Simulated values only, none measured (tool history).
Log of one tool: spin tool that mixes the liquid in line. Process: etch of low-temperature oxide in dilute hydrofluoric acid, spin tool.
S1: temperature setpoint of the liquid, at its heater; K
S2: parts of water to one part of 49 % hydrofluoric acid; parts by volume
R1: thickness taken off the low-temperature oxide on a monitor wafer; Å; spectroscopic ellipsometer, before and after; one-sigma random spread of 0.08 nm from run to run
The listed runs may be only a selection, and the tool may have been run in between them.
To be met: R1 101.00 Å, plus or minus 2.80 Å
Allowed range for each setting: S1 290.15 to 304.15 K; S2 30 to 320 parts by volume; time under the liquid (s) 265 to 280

Run 1, hour 0.0: S1 296.15 K, S2 175 parts by volume, time under the liquid (s) 265. Result: R1 206.74 Å.
Run 2, hour 5.0: S1 294.65 K, S2 175 parts by volume, time under the liquid (s) 265. Result: R1 192.64 Å.
Run 3, hour 13.9: S1 294.15 K, S2 185 parts by volume, time under the liquid (s) 265. Result: R1 179.24 Å.
Run 4, hour 22.1: S1 293.65 K, S2 195 parts by volume, time under the liquid (s) 265. Result: R1 167.14 Å.
Run 5, hour 23.7: S1 293.15 K, S2 205 parts by volume, time under the liquid (s) 265. Result: R1 154.94 Å.
Run 6, hour 27.1: S1 292.65 K, S2 210 parts by volume, time under the liquid (s) 265. Result: R1 145.87 Å.
Run 7, hour 32.4: S1 292.15 K, S2 215 parts by volume, time under the liquid (s) 265. Result: R1 141.03 Å.
Run 8, hour 39.3: S1 292.15 K, S2 220 parts by volume, time under the liquid (s) 265. Result: R1 136.70 Å.
Run 9, hour 40.6: S1 292.15 K, S2 225 parts by volume, time under the liquid (s) 265. Result: R1 131.08 Å.
At hour 43.6: thermometer replaced.
Run 10, hour 43.6: S1 292.15 K, S2 230 parts by volume, time under the liquid (s) 265. Result: R1 120.31 Å.
Run 11, hour 52.0: S1 292.15 K, S2 230 parts by volume, time under the liquid (s) 265. Result: R1 120.85 Å.

Of the 4 settings listed for the next run, only one would bring every result within its allowed miss of target. Which one?
Run A, hour 60.4: S1 290.65 K, S2 170 parts by volume, time under the liquid (s) 270. Result: R1 ?.
Run B, hour 60.4: S1 294.15 K, S2 285 parts by volume, time under the liquid (s) 270. Result: R1 ?.
Run C, hour 60.4: S1 292.15 K, S2 245 parts by volume, time under the liquid (s) 280. Result: R1 ?.
Run D, hour 60.4: S1 291.15 K, S2 200 parts by volume, time under the liquid (s) 280. Result: R1 ?.

move      R1
   A  166.49
   B  101.95
   C  118.45
   D  145.52
A: moves away from the targets compared with the last run
B: meets every target
C: nearer than the last run, and not there yet
D: moves away from the targets compared with the last run
The right move is B.
